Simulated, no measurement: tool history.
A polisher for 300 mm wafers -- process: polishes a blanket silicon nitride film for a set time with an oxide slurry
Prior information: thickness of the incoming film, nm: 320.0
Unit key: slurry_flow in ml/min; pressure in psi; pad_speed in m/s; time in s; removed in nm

run  hour  slurry_flow  pressure  pad_speed  slurry_solids  time  removed
  1   0.0          135       3.6       1.18            1.0    45   28.430
  2   8.9          130       3.5       1.18            1.0    45   27.909
  3  17.8          130       3.4       1.18            1.0    45   27.368
  4  19.7          130       3.4       1.30            1.0    45   29.884
     22.1  -- slurry blender recalibrated
  5  22.1          130       3.4       1.60            1.0    45   39.746
  6  24.2          115       3.4       1.60            1.0    45   38.672
  7  26.7          115       3.1       1.60            1.0    45   37.452
  8  32.6          115       2.8       1.56            1.0    45   34.131
  9  39.3          115       2.6       1.52            1.0    45   32.253

Predict the results of run 10:
 10  46.0          115       2.6       1.52            1.0    45        ?

removed: 31.948 nm
